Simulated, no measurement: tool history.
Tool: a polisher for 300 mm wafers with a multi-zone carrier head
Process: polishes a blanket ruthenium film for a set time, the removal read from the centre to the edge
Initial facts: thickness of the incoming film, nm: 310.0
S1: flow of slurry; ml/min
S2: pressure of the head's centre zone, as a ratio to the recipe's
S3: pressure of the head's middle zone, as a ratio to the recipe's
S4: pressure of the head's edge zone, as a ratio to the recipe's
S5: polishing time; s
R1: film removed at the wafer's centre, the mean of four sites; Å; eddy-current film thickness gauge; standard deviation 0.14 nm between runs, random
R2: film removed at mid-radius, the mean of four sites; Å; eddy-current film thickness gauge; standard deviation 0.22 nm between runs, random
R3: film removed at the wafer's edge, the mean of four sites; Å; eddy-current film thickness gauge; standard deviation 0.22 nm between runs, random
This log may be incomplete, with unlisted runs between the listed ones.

{"run": 1, "hour": 0.0, "S1": 135, "S2": 1.0, "S3": 1.0, "S4": 1.0, "S5": 32, "R1": 263.43, "R2": 253.85, "R3": 269.2}
{"run": 2, "hour": 1.8, "S1": 135, "S2": 1.0, "S3": 1.0, "S4": 1.04, "S5": 32, "R1": 265.18, "R2": 264.04, "R3": 277.91}
{"run": 3, "hour": 9.3, "S1": 135, "S2": 1.0, "S3": 1.0, "S4": 1.04, "S5": 38, "R1": 317.29, "R2": 315.69, "R3": 324.77}
{"run": 4, "hour": 14.2, "S1": 130, "S2": 0.99, "S3": 0.99, "S4": 0.99, "S5": 33, "R1": 265.86, "R2": 270.12, "R3": 276.34}
{"run": 5, "hour": 22.0, "S1": 140, "S2": 0.99, "S3": 0.98, "S4": 0.99, "S5": 29, "R1": 242.18, "R2": 236.04, "R3": 245.36}
{"run": 6, "hour": 27.9, "S1": 140, "S2": 0.99, "S3": 0.9, "S4": 0.99, "S5": 29, "R1": 245.19, "R2": 218.15, "R3": 246.17}
{"run": 7, "hour": 32.4, "S1": 135, "S2": 0.98, "S3": 0.88, "S4": 0.97, "S5": 26, "R1": 208.42, "R2": 195.03, "R3": 225.36}
{"run": 8, "hour": 37.4, "S1": 135, "S2": 0.99, "S3": 0.87, "S4": 0.94, "S5": 24, "R1": 197.88, "R2": 174.82, "R3": 196.65}
{"run": 9, "hour": 44.9, "S1": 125, "S2": 0.99, "S3": 0.86, "S4": 0.92, "S5": 24, "R1": 193.85, "R2": 170.06, "R3": 194.71}

Run 10 has not been measured yet. What should we expect?
{"run": 10, "hour": 53.4, "S1": 125, "S2": 0.99, "S3": 0.86, "S4": 0.92, "S5": 24, "R1": "?", "R2": "?", "R3": "?"}

R1: 191.83 Å
R2: 165.85 Å
R3: 193.21 Å

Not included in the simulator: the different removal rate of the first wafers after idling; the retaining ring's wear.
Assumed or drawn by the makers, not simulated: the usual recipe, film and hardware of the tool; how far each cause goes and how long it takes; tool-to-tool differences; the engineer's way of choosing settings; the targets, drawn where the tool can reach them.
